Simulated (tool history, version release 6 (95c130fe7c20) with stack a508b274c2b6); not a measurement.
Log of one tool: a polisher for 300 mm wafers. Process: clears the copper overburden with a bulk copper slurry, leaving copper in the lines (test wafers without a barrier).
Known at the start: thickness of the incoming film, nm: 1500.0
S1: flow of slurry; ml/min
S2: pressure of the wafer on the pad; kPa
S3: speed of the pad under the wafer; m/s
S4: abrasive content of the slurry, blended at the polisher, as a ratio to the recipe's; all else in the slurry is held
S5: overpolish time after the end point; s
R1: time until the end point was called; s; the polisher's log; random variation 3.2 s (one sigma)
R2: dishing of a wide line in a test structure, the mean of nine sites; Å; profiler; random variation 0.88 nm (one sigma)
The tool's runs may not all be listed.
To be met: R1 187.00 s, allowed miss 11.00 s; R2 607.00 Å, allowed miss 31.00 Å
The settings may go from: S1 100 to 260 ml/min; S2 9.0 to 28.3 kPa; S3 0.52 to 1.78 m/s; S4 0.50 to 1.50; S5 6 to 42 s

Run 1, hour 0.0: S1 165 ml/min, S2 18.6 kPa, S3 1.14 m/s, S4 1.00, S5 21 s. Result: R1 165.64 s, R2 754.13 Å.
Run 2, hour 5.7: S1 165 ml/min, S2 20.7 kPa, S3 1.14 m/s, S4 1.00, S5 21 s. Result: R1 152.76 s, R2 817.65 Å.
Run 3, hour 14.4: S1 165 ml/min, S2 20.0 kPa, S3 1.14 m/s, S4 1.00, S5 20 s. Result: R1 160.75 s, R2 800.31 Å.
Run 4, hour 16.4: S1 165 ml/min, S2 20.0 kPa, S3 0.96 m/s, S4 1.00, S5 20 s. Result: R1 184.94 s, R2 713.82 Å.
Run 5, hour 19.7: S1 165 ml/min, S2 20.0 kPa, S3 0.74 m/s, S4 1.00, S5 20 s. Result: R1 238.98 s, R2 619.48 Å.
Run 6, hour 24.4: S1 165 ml/min, S2 20.0 kPa, S3 0.58 m/s, S4 1.00, S5 20 s. Result: R1 299.97 s, R2 539.75 Å.
Run 7, hour 28.2: S1 165 ml/min, S2 21.4 kPa, S3 0.58 m/s, S4 1.00, S5 19 s. Result: R1 285.30 s, R2 526.66 Å.
Run 8, hour 35.9: S1 165 ml/min, S2 22.8 kPa, S3 0.60 m/s, S4 1.00, S5 19 s. Result: R1 252.37 s, R2 571.62 Å.
Run 9, hour 39.8: S1 165 ml/min, S2 23.4 kPa, S3 0.60 m/s, S4 1.00, S5 18 s. Result: R1 249.19 s, R2 570.61 Å.
Run 10, hour 43.7: S1 165 ml/min, S2 24.1 kPa, S3 0.60 m/s, S4 1.00, S5 17 s. Result: R1 236.32 s, R2 571.30 Å.
Run 11, hour 52.3: S1 165 ml/min, S2 24.8 kPa, S3 0.60 m/s, S4 1.00, S5 16 s. Result: R1 235.82 s, R2 559.70 Å.
Run 12, hour 56.6: S1 165 ml/min, S2 25.5 kPa, S3 0.62 m/s, S4 1.00, S5 16 s. Result: R1 223.26 s, R2 560.62 Å.
Run 13, hour 59.5: S1 165 ml/min, S2 26.2 kPa, S3 0.62 m/s, S4 1.00, S5 16 s. Result: R1 216.32 s, R2 586.69 Å.
Run 14, hour 67.8: S1 170 ml/min, S2 27.6 kPa, S3 0.64 m/s, S4 1.00, S5 15 s. Result: R1 202.00 s, R2 590.67 Å.

Which of these 4 next moves meets every target?
Run A, hour 76.1: S1 185 ml/min, S2 25.5 kPa, S3 0.62 m/s, S4 1.05, S5 19 s. Result: R1 ?, R2 ?.
Run B, hour 76.1: S1 220 ml/min, S2 21.4 kPa, S3 0.74 m/s, S4 0.90, S5 18 s. Result: R1 ?, R2 ?.
Run C, hour 76.1: S1 185 ml/min, S2 28.3 kPa, S3 0.66 m/s, S4 1.00, S5 14 s. Result: R1 ?, R2 ?.
Run D, hour 76.1: S1 215 ml/min, S2 19.3 kPa, S3 0.80 m/s, S4 0.85, S5 17 s. Result: R1 ?, R2 ?.

move      R1      R2
   A  217.87  647.62
   B  221.33  606.91
   C  187.80  587.55
   D  230.44  562.21
A: further off than the last run
B: further off than the last run
C: meets every target
D: further off than the last run
The right move is C.
